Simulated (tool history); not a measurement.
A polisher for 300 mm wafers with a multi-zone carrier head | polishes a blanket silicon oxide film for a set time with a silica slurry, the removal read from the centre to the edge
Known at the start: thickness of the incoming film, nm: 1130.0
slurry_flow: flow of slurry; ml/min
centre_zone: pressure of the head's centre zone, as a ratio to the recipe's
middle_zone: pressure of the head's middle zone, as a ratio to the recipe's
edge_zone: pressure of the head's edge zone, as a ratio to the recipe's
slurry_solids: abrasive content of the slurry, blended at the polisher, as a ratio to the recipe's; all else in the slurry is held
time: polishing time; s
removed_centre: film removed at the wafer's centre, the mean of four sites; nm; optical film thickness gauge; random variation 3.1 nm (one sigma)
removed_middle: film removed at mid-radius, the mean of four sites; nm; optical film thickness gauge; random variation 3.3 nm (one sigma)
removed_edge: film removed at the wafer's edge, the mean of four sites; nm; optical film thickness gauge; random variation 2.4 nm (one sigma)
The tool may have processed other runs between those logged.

run 1 hour=0.0 | slurry_flow=305 centre_zone=1.00 middle_zone=1.00 edge_zone=1.00 slurry_solids=1.00 time=70 | removed_centre=255.36 removed_middle=253.67 removed_edge=246.17
run 2 hour=1.0 | slurry_flow=305 centre_zone=1.00 middle_zone=1.00 edge_zone=0.97 slurry_solids=1.00 time=70 | removed_centre=250.36 removed_middle=254.01 removed_edge=239.70
run 3 hour=7.4 | slurry_flow=305 centre_zone=1.00 middle_zone=1.00 edge_zone=0.97 slurry_solids=0.80 time=70 | removed_centre=211.76 removed_middle=214.78 removed_edge=202.12
run 4 hour=8.0 | slurry_flow=305 centre_zone=1.00 middle_zone=1.00 edge_zone=0.97 slurry_solids=0.65 time=70 | removed_centre=172.38 removed_middle=174.27 removed_edge=163.35
run 5 hour=11.8 | slurry_flow=305 centre_zone=1.01 middle_zone=0.99 edge_zone=0.99 slurry_solids=0.75 time=70 | removed_centre=201.02 removed_middle=200.46 removed_edge=192.19
run 6 hour=18.3 | slurry_flow=305 centre_zone=1.01 middle_zone=0.99 edge_zone=0.99 slurry_solids=0.75 time=79 | removed_centre=224.74 removed_middle=224.28 removed_edge=217.86
run 7 hour=19.4 | slurry_flow=305 centre_zone=1.02 middle_zone=0.99 edge_zone=1.01 slurry_solids=0.80 time=79 | removed_centre=241.63 removed_middle=243.56 removed_edge=233.71
run 8 hour=23.2 | slurry_flow=305 centre_zone=1.03 middle_zone=0.97 edge_zone=1.03 slurry_solids=0.85 time=79 | removed_centre=260.51 removed_middle=256.07 removed_edge=248.15
run 9 hour=32.2 | slurry_flow=280 centre_zone=1.03 middle_zone=0.87 edge_zone=1.13 slurry_solids=1.10 time=81 | removed_centre=316.93 removed_middle=272.90 removed_edge=316.47
run 10 hour=32.9 | slurry_flow=285 centre_zone=1.04 middle_zone=0.88 edge_zone=1.14 slurry_solids=1.10 time=81 | removed_centre=316.89 removed_middle=281.36 removed_edge=321.54

Expected results for the next run?
run 11 hour=35.1 | slurry_flow=290 centre_zone=1.05 middle_zone=0.88 edge_zone=1.15 slurry_solids=1.10 time=81 | removed_centre=? removed_middle=? removed_edge=?

{"run 11": {"removed_centre": 320.39, "removed_middle": 279.44, "removed_edge": 323.45}}

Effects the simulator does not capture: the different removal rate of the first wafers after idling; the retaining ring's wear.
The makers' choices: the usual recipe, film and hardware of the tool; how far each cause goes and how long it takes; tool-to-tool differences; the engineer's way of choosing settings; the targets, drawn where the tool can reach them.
